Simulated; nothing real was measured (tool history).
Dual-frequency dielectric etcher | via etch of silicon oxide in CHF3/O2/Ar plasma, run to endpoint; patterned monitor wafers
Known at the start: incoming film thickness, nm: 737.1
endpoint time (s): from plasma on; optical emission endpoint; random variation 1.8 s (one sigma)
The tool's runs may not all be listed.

| run | day | source power (W) | bias power (W) | endpoint time (s) |
|---|---|---|---|---|
| 1 | 0.000 | 570 | 219 | 372.75 |
| 2 | 0.304 | 620 | 219 | 358.67 |
| 3 | 0.371 | 620 | 205 | 366.36 |
| 4 | 0.500 | 600 | 204 | 368.66 |
| 5 | 0.762 | 660 | 204 | 354.47 |
| 6 | 1.125 | 750 | 204 | 337.01 |
|  | 1.225 | source power generator calibrated |
| 7 | 1.225 | 640 | 185 | 362.28 |
| 8 | 1.396 | 620 | 183 | 366.97 |

Run 9 comes next. What will it give?
| 9 | 1.529 | 600 | 181 | ? |

Run 9 gave endpoint time (s) 375.31.

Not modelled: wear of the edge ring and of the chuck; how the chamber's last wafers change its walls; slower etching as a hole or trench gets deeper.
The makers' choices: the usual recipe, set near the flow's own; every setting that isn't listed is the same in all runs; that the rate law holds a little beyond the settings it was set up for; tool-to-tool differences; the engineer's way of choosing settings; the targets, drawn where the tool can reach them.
